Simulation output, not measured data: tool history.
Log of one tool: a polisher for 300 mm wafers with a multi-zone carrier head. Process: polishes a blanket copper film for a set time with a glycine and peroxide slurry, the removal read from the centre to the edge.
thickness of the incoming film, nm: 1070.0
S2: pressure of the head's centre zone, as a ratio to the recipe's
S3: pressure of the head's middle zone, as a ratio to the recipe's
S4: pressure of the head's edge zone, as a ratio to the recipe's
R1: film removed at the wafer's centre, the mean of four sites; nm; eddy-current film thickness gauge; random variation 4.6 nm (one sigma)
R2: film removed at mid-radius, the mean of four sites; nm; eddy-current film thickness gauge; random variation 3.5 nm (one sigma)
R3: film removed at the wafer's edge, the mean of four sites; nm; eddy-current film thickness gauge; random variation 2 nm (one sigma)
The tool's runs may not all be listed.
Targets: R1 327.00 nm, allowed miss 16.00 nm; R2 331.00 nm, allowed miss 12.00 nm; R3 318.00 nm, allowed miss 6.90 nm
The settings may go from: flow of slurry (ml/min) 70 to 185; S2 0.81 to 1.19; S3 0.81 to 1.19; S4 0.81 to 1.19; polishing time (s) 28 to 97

{"run": 1, "hour": 0.0, "flow of slurry (ml/min)": 120, "S2": 1.0, "S3": 1.0, "S4": 1.0, "polishing time (s)": 62, "R1": 389.1, "R2": 363.06, "R3": 370.64}
{"run": 2, "hour": 8.1, "flow of slurry (ml/min)": 115, "S2": 0.99, "S3": 1.0, "S4": 0.98, "polishing time (s)": 62, "R1": 381.59, "R2": 361.56, "R3": 365.1}
{"run": 3, "hour": 14.0, "flow of slurry (ml/min)": 115, "S2": 1.02, "S3": 1.0, "S4": 0.98, "polishing time (s)": 62, "R1": 393.98, "R2": 362.9, "R3": 369.77}
{"run": 4, "hour": 18.1, "flow of slurry (ml/min)": 115, "S2": 1.02, "S3": 1.0, "S4": 0.92, "polishing time (s)": 62, "R1": 404.6, "R2": 366.32, "R3": 356.42}
{"run": 5, "hour": 20.3, "flow of slurry (ml/min)": 115, "S2": 0.95, "S3": 1.0, "S4": 0.92, "polishing time (s)": 62, "R1": 365.83, "R2": 365.12, "R3": 349.57}
{"run": 6, "hour": 28.6, "flow of slurry (ml/min)": 115, "S2": 0.95, "S3": 0.93, "S4": 0.92, "polishing time (s)": 62, "R1": 365.94, "R2": 345.77, "R3": 351.2}
{"run": 7, "hour": 30.3, "flow of slurry (ml/min)": 110, "S2": 0.94, "S3": 0.93, "S4": 0.91, "polishing time (s)": 62, "R1": 358.36, "R2": 336.32, "R3": 349.18}
{"run": 8, "hour": 30.8, "flow of slurry (ml/min)": 105, "S2": 0.93, "S3": 0.94, "S4": 0.9, "polishing time (s)": 62, "R1": 348.2, "R2": 332.95, "R3": 345.96}
{"run": 9, "hour": 34.6, "flow of slurry (ml/min)": 105, "S2": 0.93, "S3": 0.95, "S4": 0.89, "polishing time (s)": 62, "R1": 338.71, "R2": 342.71, "R3": 346.87}
{"run": 10, "hour": 41.6, "flow of slurry (ml/min)": 105, "S2": 0.93, "S3": 0.95, "S4": 0.88, "polishing time (s)": 61, "R1": 346.59, "R2": 338.88, "R3": 339.61}
{"run": 11, "hour": 49.1, "flow of slurry (ml/min)": 105, "S2": 0.93, "S3": 0.95, "S4": 0.87, "polishing time (s)": 61, "R1": 343.67, "R2": 330.29, "R3": 337.18}
{"hour": 51.1, "done": "centre zone pressure recalibrated"}
{"run": 12, "hour": 51.1, "flow of slurry (ml/min)": 105, "S2": 0.93, "S3": 0.96, "S4": 0.86, "polishing time (s)": 61, "R1": 321.39, "R2": 339.42, "R3": 335.86}
{"run": 13, "hour": 55.4, "flow of slurry (ml/min)": 110, "S2": 0.94, "S3": 0.96, "S4": 0.85, "polishing time (s)": 60, "R1": 329.56, "R2": 332.75, "R3": 328.85}
{"run": 14, "hour": 57.6, "flow of slurry (ml/min)": 110, "S2": 0.94, "S3": 0.96, "S4": 0.84, "polishing time (s)": 60, "R1": 333.83, "R2": 335.17, "R3": 327.33}

4 next moves are on the table. One of them brings every result within its allowed miss. Which?
{"run": "A", "hour": 59.8, "flow of slurry (ml/min)": 100, "S2": 0.93, "S3": 1.03, "S4": 0.86, "polishing time (s)": 64, "R1": "?", "R2": "?", "R3": "?"}
{"run": "B", "hour": 59.8, "flow of slurry (ml/min)": 130, "S2": 0.94, "S3": 0.93, "S4": 0.81, "polishing time (s)": 58, "R1": "?", "R2": "?", "R3": "?"}
{"run": "C", "hour": 59.8, "flow of slurry (ml/min)": 90, "S2": 0.94, "S3": 0.92, "S4": 0.83, "polishing time (s)": 66, "R1": "?", "R2": "?", "R3": "?"}
{"run": "D", "hour": 59.8, "flow of slurry (ml/min)": 80, "S2": 0.88, "S3": 0.93, "S4": 0.86, "polishing time (s)": 67, "R1": "?", "R2": "?", "R3": "?"}

move=A R1=332.51 R2=374.70 R3=344.67
move=B R1=327.82 R2=332.51 R3=318.55
move=C R1=334.20 R2=340.71 R3=343.21
move=D R1=303.60 R2=335.97 R3=345.16
A: further off than the last run
B: meets every target
C: further off than the last run
D: further off than the last run
Move B is the one to make.
